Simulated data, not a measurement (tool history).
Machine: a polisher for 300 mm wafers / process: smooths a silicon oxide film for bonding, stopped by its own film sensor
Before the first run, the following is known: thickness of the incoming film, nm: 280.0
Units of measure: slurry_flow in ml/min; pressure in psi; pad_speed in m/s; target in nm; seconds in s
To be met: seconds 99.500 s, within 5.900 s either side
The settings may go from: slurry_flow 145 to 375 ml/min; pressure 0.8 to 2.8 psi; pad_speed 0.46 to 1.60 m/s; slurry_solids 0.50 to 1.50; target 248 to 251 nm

run,hour,slurry_flow,pressure,pad_speed,slurry_solids,target,seconds
1,0.0,240,1.8,1.02,1.00,248,65.038
2,2.1,240,1.8,1.02,1.00,248,66.142
3,4.1,240,1.8,1.02,0.85,248,69.475
4,12.1,240,1.8,1.22,0.85,248,60.137
5,13.2,240,1.8,1.06,0.85,248,70.729
6,19.4,240,1.7,1.06,0.85,248,69.297
7,27.5,240,1.6,1.04,0.85,248,78.501
8,33.7,240,1.4,1.02,0.85,248,90.070

Which one of the following 5 next-run settings gets every result inside its allowed miss? There is exactly one.
A,39.9,255,1.4,0.82,0.70,248,?
B,39.9,230,1.2,0.90,0.80,248,?
C,39.9,270,1.2,0.90,0.80,248,?
D,39.9,255,1.1,0.92,0.95,251,?
E,39.9,270,1.5,0.96,0.75,251,?

move,seconds
A,116.690
B,118.120
C,115.940
D,103.440
E,84.028
A: the result that was furthest off in the last run now lies on the other side of its target
B: the result that was furthest off in the last run now lies on the other side of its target
C: the result that was furthest off in the last run now lies on the other side of its target
D: every result lands within tolerance
E: lands further from the targets than the last run did
Move D is the one to make.
